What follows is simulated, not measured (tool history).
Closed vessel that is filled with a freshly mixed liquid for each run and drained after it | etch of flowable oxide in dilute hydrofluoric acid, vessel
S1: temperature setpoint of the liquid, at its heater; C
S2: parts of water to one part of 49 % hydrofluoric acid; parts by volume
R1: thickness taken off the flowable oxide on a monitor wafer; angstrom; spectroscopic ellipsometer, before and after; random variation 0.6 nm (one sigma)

run 1 hour=0.0 | S1=24.0 S2=40 time_in_the_liquid_(s)=30 | R1=370.52
run 2 hour=4.9 | S1=24.0 S2=40 time_in_the_liquid_(s)=30 | R1=376.02
run 3 hour=11.3 | S1=22.5 S2=40 time_in_the_liquid_(s)=30 | R1=347.68
run 4 hour=16.8 | S1=22.5 S2=40 time_in_the_liquid_(s)=30 | R1=352.59
run 5 hour=24.7 | S1=20.5 S2=40 time_in_the_liquid_(s)=30 | R1=321.57
run 6 hour=33.3 | S1=23.0 S2=35 time_in_the_liquid_(s)=30 | R1=407.05
run 7 hour=38.1 | S1=23.0 S2=35 time_in_the_liquid_(s)=30 | R1=410.40
run 8 hour=43.2 | S1=25.0 S2=35 time_in_the_liquid_(s)=30 | R1=445.32
run 9 hour=46.5 | S1=26.5 S2=35 time_in_the_liquid_(s)=30 | R1=486.41
run 10 hour=48.9 | S1=28.0 S2=35 time_in_the_liquid_(s)=30 | R1=514.31
run 11 hour=52.5 | S1=29.0 S2=35 time_in_the_liquid_(s)=30 | R1=536.31

Run 12 comes next. What will it give?
run 12 hour=57.9 | S1=29.5 S2=35 time_in_the_liquid_(s)=30 | R1=?

Run 12 gave R1 526.47 angstrom.

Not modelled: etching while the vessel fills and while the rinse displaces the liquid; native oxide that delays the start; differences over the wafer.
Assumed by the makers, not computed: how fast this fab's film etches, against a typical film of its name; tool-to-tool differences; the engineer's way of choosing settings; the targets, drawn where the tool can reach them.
